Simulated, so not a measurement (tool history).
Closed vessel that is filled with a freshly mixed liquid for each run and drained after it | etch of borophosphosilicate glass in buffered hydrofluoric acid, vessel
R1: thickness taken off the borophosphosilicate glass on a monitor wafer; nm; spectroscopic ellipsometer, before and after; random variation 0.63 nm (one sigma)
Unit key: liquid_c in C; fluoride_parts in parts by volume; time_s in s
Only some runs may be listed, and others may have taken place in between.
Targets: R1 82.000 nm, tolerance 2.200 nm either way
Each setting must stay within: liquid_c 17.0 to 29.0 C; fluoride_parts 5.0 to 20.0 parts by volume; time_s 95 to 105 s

Run 1, day 0.000: liquid_c 21.0 C, fluoride_parts 12.0 parts by volume, time_s 95 s. Result: R1 111.280 nm.
Run 2, day 0.321: liquid_c 21.0 C, fluoride_parts 12.0 parts by volume, time_s 105 s. Result: R1 122.570 nm.
Run 3, day 0.450: liquid_c 23.0 C, fluoride_parts 12.0 parts by volume, time_s 105 s. Result: R1 135.990 nm.
Run 4, day 0.496: liquid_c 23.0 C, fluoride_parts 14.0 parts by volume, time_s 105 s. Result: R1 116.380 nm.
Run 5, day 0.604: liquid_c 23.0 C, fluoride_parts 13.0 parts by volume, time_s 105 s. Result: R1 125.450 nm.
Run 6, day 0.667: liquid_c 23.0 C, fluoride_parts 13.0 parts by volume, time_s 95 s. Result: R1 113.450 nm.
Run 7, day 0.742: liquid_c 19.0 C, fluoride_parts 13.0 parts by volume, time_s 95 s. Result: R1 90.838 nm.
Run 8, day 0.992: liquid_c 18.0 C, fluoride_parts 13.0 parts by volume, time_s 95 s. Result: R1 86.474 nm.

Exactly one of the 5 candidate moves below puts every result within its allowed miss. Which one?
Run A, day 1.242: liquid_c 18.0 C, fluoride_parts 12.5 parts by volume, time_s 95 s. Result: R1 ?.
Run B, day 1.242: liquid_c 19.0 C, fluoride_parts 14.0 parts by volume, time_s 100 s. Result: R1 ?.
Run C, day 1.242: liquid_c 19.5 C, fluoride_parts 13.5 parts by volume, time_s 95 s. Result: R1 ?.
Run D, day 1.242: liquid_c 17.5 C, fluoride_parts 14.0 parts by volume, time_s 100 s. Result: R1 ?.
Run E, day 1.242: liquid_c 20.0 C, fluoride_parts 17.0 parts by volume, time_s 100 s. Result: R1 ?.

move      R1
   A  90.861
   B  90.435
   C  91.568
   D  83.150
   E  78.900
A: moves away from the targets compared with the last run
B: moves away from the targets compared with the last run
C: moves away from the targets compared with the last run
D: all results in spec
E: carries the result that was furthest off beyond its target, to the other side
So the answer is move D, the one that meets all the targets.
